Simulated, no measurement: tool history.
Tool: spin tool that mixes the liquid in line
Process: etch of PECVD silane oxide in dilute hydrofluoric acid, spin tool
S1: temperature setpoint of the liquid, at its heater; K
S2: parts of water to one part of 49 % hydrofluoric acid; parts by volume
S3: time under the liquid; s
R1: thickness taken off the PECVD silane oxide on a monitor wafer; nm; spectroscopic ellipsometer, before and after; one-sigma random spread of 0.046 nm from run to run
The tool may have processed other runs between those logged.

{"run": 1, "day": 0.0, "S1": 299.15, "S2": 265, "S3": 50, "R1": 8.2638}
{"run": 2, "day": 0.275, "S1": 302.15, "S2": 265, "S3": 50, "R1": 9.1738}
{"run": 3, "day": 0.633, "S1": 302.15, "S2": 265, "S3": 50, "R1": 9.196}
{"run": 4, "day": 0.85, "S1": 302.15, "S2": 315, "S3": 50, "R1": 7.3249}
{"run": 5, "day": 1.067, "S1": 302.65, "S2": 310, "S3": 50, "R1": 7.6105}
{"run": 6, "day": 1.129, "S1": 303.15, "S2": 310, "S3": 50, "R1": 7.8139}
{"run": 7, "day": 1.375, "S1": 303.65, "S2": 310, "S3": 50, "R1": 7.8626}
{"run": 8, "day": 1.55, "S1": 304.15, "S2": 310, "S3": 50, "R1": 7.9113}
{"run": 9, "day": 1.771, "S1": 304.65, "S2": 305, "S3": 50, "R1": 8.2984}

The next listed run, before its measurement:
{"run": 10, "day": 2.121, "S1": 306.15, "S2": 295, "S3": 50, "R1": "?"}

R1: 9.0935 nm

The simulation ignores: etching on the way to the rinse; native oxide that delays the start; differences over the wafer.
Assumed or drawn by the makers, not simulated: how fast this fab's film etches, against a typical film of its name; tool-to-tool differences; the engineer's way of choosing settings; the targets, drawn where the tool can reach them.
